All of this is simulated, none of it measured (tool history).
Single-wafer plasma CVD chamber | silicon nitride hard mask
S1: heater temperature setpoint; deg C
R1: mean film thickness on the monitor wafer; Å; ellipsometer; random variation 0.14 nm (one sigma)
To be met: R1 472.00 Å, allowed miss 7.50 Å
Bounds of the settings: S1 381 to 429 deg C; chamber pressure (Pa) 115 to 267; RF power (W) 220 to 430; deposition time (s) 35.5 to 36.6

{"run": 1, "hour": 0.0, "S1": 405, "chamber pressure (Pa)": 191, "RF power (W)": 325, "deposition time (s)": 35.5, "R1": 423.85}
{"run": 2, "hour": 4.8, "S1": 405, "chamber pressure (Pa)": 191, "RF power (W)": 325, "deposition time (s)": 36.6, "R1": 434.83}
{"run": 3, "hour": 13.4, "S1": 405, "chamber pressure (Pa)": 196, "RF power (W)": 325, "deposition time (s)": 36.6, "R1": 437.2}
{"run": 4, "hour": 19.0, "S1": 405, "chamber pressure (Pa)": 196, "RF power (W)": 365, "deposition time (s)": 36.6, "R1": 486.04}
{"run": 5, "hour": 25.2, "S1": 405, "chamber pressure (Pa)": 195, "RF power (W)": 365, "deposition time (s)": 36.6, "R1": 481.28}
{"run": 6, "hour": 30.0, "S1": 405, "chamber pressure (Pa)": 193, "RF power (W)": 365, "deposition time (s)": 36.6, "R1": 481.67}
{"run": 7, "hour": 34.7, "S1": 405, "chamber pressure (Pa)": 192, "RF power (W)": 365, "deposition time (s)": 36.6, "R1": 483.3}
{"run": 8, "hour": 39.6, "S1": 405, "chamber pressure (Pa)": 191, "RF power (W)": 365, "deposition time (s)": 36.6, "R1": 479.62}
{"run": 9, "hour": 46.3, "S1": 405, "chamber pressure (Pa)": 189, "RF power (W)": 365, "deposition time (s)": 36.6, "R1": 480.86}

Which of these 5 next moves meets every target?
{"run": "A", "hour": 53.0, "S1": 422, "chamber pressure (Pa)": 164, "RF power (W)": 410, "deposition time (s)": 35.9, "R1": "?"}
{"run": "B", "hour": 53.0, "S1": 402, "chamber pressure (Pa)": 192, "RF power (W)": 370, "deposition time (s)": 36.6, "R1": "?"}
{"run": "C", "hour": 53.0, "S1": 403, "chamber pressure (Pa)": 191, "RF power (W)": 385, "deposition time (s)": 36.6, "R1": "?"}
{"run": "D", "hour": 53.0, "S1": 405, "chamber pressure (Pa)": 204, "RF power (W)": 380, "deposition time (s)": 35.8, "R1": "?"}
{"run": "E", "hour": 53.0, "S1": 405, "chamber pressure (Pa)": 149, "RF power (W)": 385, "deposition time (s)": 36.6, "R1": "?"}

move=A R1=490.35
move=B R1=487.37
move=C R1=501.14
move=D R1=493.80
move=E R1=468.81
A: further off than the last run
B: further off than the last run
C: further off than the last run
D: further off than the last run
E: meets every target
Move E is the one to make.
